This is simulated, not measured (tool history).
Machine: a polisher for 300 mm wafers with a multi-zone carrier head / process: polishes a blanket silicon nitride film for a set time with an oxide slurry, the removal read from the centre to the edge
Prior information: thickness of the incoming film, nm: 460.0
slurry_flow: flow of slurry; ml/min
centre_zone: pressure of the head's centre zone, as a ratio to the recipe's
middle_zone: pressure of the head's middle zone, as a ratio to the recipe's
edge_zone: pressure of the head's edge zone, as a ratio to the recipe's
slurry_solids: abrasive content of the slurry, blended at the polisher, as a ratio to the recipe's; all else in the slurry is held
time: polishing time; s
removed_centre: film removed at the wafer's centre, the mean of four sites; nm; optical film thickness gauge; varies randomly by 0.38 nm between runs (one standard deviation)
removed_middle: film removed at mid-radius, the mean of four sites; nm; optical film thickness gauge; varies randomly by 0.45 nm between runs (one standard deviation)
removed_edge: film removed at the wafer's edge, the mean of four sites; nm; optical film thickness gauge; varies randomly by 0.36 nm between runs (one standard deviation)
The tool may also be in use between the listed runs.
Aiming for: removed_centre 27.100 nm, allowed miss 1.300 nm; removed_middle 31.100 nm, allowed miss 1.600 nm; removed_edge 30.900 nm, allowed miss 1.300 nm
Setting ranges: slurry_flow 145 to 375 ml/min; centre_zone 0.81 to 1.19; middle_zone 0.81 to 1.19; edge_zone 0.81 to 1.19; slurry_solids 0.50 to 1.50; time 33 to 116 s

run	hour	slurry_flow	centre_zone	middle_zone	edge_zone	slurry_solids	time	removed_centre	removed_middle	removed_edge
1	0.0	240	1.00	1.00	1.00	1.00	74	38.936	41.848	40.448
2	4.0	240	1.00	1.00	1.00	1.15	74	41.931	44.361	44.173
3	8.0	240	1.00	1.00	1.00	1.00	74	39.553	42.598	41.703
4	9.9	240	1.00	1.00	0.94	1.00	74	38.815	40.348	38.929
5	15.1	235	0.98	0.99	0.93	0.95	74	36.313	39.500	38.122
6	24.0	235	0.97	0.98	0.92	0.90	74	35.848	38.267	37.041
7	25.5	230	0.95	0.97	0.91	0.85	74	34.028	36.351	35.832
8	33.7	220	0.85	0.97	0.85	0.60	73	22.545	27.246	26.438
9	34.6	225	0.86	0.97	0.87	0.60	73	23.264	27.723	26.697
10	38.6	225	0.87	0.97	0.89	0.60	73	23.659	28.393	26.844

Below are 5 possible settings for the next run. Only one of them brings all results inside the allowed miss of their targets. Which is it?
A	42.6	240	0.89	0.95	0.91	0.60	73	?	?	?
B	42.6	255	0.95	1.04	0.93	0.50	89	?	?	?
C	42.6	315	0.94	1.19	0.94	0.50	87	?	?	?
D	42.6	240	0.91	1.13	0.93	0.55	77	?	?	?
E	42.6	170	0.94	1.03	1.02	0.60	83	?	?	?

move	removed_centre	removed_middle	removed_edge
A	24.124	27.322	27.730
B	26.735	30.545	28.868
C	26.555	34.304	28.773
D	24.109	30.893	27.211
E	27.224	31.413	31.510
A: nearer than the last run, and not there yet
B: nearer than the last run, and not there yet
C: nearer than the last run, and not there yet
D: nearer than the last run, and not there yet
E: all results in spec
Move E is the one to make.
